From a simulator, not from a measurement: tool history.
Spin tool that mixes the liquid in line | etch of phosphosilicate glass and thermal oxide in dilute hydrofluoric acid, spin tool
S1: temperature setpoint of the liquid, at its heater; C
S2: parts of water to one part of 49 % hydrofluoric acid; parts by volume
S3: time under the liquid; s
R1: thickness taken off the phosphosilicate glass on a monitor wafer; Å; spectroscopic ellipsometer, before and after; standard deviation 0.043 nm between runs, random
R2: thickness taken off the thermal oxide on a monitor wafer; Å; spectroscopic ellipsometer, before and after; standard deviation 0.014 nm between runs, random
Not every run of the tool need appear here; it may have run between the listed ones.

run    day    S1   S2  S3      R1      R2
  1      0    20  295  30  104.36  3.4717
  2  0.038  19.5  315  30  94.336  3.0404
  3  0.312  19.5  335  30  87.108   3.185
  4  0.362  19.5  335  20  57.165  2.0624
  5  0.429  19.5  335  30  87.021  2.6661
  6  0.675  19.5  350  30  80.981  2.7244
  7  0.725    19  365  30   77.13  2.6663
  8  0.875    19  380  30  72.045  2.2124

Forecast run 9:
  9  1.192  19  395  30   ?   ?

{"run 9": {"R1": 68.779, "R2": 2.424}}
